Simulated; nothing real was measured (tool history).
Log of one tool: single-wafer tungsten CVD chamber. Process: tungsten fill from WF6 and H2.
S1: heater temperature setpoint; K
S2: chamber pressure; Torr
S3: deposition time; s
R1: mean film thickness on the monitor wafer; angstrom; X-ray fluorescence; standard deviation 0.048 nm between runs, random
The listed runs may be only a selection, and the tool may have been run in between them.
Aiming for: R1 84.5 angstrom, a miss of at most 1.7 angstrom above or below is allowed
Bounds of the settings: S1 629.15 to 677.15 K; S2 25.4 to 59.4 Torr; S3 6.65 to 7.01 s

run 1 hour=0 | S1=653.15 S2=42.4 S3=7.01 | R1=153.9
run 2 hour=6.9 | S1=653.15 S2=36.8 S3=7.01 | R1=142.39
run 3 hour=11.3 | S1=646.15 S2=35.8 S3=7 | R1=119.38
run 4 hour=14.1 | S1=656.15 S2=35.8 S3=7 | R1=150.69
run 5 hour=16.5 | S1=656.15 S2=42.9 S3=7 | R1=164.23
run 6 hour=17.8 | S1=656.15 S2=47.5 S3=7 | R1=172.6
run 7 hour=25.6 | S1=656.15 S2=47.5 S3=7 | R1=174.42
run 8 hour=28.6 | S1=648.15 S2=44.3 S3=6.96 | R1=138.98
run 9 hour=36.8 | S1=642.15 S2=42.5 S3=6.94 | R1=119
run 10 hour=39.9 | S1=638.15 S2=41.2 S3=6.92 | R1=105.74
run 11 hour=43.3 | S1=635.15 S2=40.7 S3=6.91 | R1=96.892
run 12 hour=45.5 | S1=633.15 S2=40.7 S3=6.91 | R1=92.426
run 13 hour=46.9 | S1=632.15 S2=40.7 S3=6.91 | R1=90.385

5 candidate next runs follow, results not yet known. Just one meets every target within its allowed miss. Identify it.
run A hour=48.3 | S1=638.15 S2=35.9 S3=7.01 | R1=?
run B hour=48.3 | S1=632.15 S2=41.9 S3=7.01 | R1=?
run C hour=48.3 | S1=633.15 S2=37.2 S3=6.65 | R1=?
run D hour=48.3 | S1=637.15 S2=33.6 S3=6.65 | R1=?
run E hour=48.3 | S1=637.15 S2=40.7 S3=6.71 | R1=?

move=A R1=99.143
move=B R1=92.594
move=C R1=84.787
move=D R1=88.715
move=E R1=98.687
A: the biggest miss grows against the last run
B: the biggest miss grows against the last run
C: every result within its allowed miss
D: an improvement on the last run, though not all results are within tolerance
E: the biggest miss grows against the last run
C meets every target.
